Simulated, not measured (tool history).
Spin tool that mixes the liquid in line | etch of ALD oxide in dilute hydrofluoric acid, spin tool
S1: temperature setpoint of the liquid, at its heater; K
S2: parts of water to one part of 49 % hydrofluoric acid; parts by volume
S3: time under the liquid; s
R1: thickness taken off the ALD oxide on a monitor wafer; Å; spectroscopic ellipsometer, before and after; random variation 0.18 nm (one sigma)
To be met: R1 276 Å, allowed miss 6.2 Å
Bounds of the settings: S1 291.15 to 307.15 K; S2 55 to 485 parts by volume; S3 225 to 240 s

{"run": 1, "hour": 0.0, "S1": 299.15, "S2": 270, "S3": 225, "R1": 81.673}
{"run": 2, "hour": 1.2, "S1": 299.15, "S2": 270, "S3": 240, "R1": 87.826}
{"run": 3, "hour": 1.7, "S1": 302.65, "S2": 270, "S3": 240, "R1": 98.371}
{"run": 4, "hour": 8.6, "S1": 304.15, "S2": 270, "S3": 240, "R1": 104.43}
{"run": 5, "hour": 14.4, "S1": 305.15, "S2": 210, "S3": 240, "R1": 151.1}
{"run": 6, "hour": 15.2, "S1": 305.15, "S2": 210, "S3": 225, "R1": 139.99}
{"run": 7, "hour": 22.5, "S1": 305.65, "S2": 175, "S3": 225, "R1": 178.9}
{"run": 8, "hour": 30.1, "S1": 307.15, "S2": 95, "S3": 225, "R1": 386.66}
{"run": 9, "hour": 37.1, "S1": 303.15, "S2": 95, "S3": 225, "R1": 332.06}
{"run": 10, "hour": 38.0, "S1": 301.15, "S2": 95, "S3": 225, "R1": 305.22}
{"run": 11, "hour": 40.8, "S1": 300.15, "S2": 95, "S3": 225, "R1": 291.54}
{"run": 12, "hour": 42.5, "S1": 299.65, "S2": 95, "S3": 225, "R1": 288.7}

4 next moves are on the table. One of them brings every result within its allowed miss. Which?
{"run": "A", "hour": 44.2, "S1": 302.15, "S2": 105, "S3": 240, "R1": "?"}
{"run": "B", "hour": 44.2, "S1": 297.15, "S2": 90, "S3": 240, "R1": "?"}
{"run": "C", "hour": 44.2, "S1": 306.65, "S2": 130, "S3": 235, "R1": "?"}
{"run": "D", "hour": 44.2, "S1": 299.65, "S2": 95, "S3": 235, "R1": "?"}

move=A R1=308.96
move=B R1=301.3
move=C R1=279.4
move=D R1=307.15
A: further off than the last run
B: further off than the last run
C: meets every target
D: further off than the last run
Move C is the one to make.

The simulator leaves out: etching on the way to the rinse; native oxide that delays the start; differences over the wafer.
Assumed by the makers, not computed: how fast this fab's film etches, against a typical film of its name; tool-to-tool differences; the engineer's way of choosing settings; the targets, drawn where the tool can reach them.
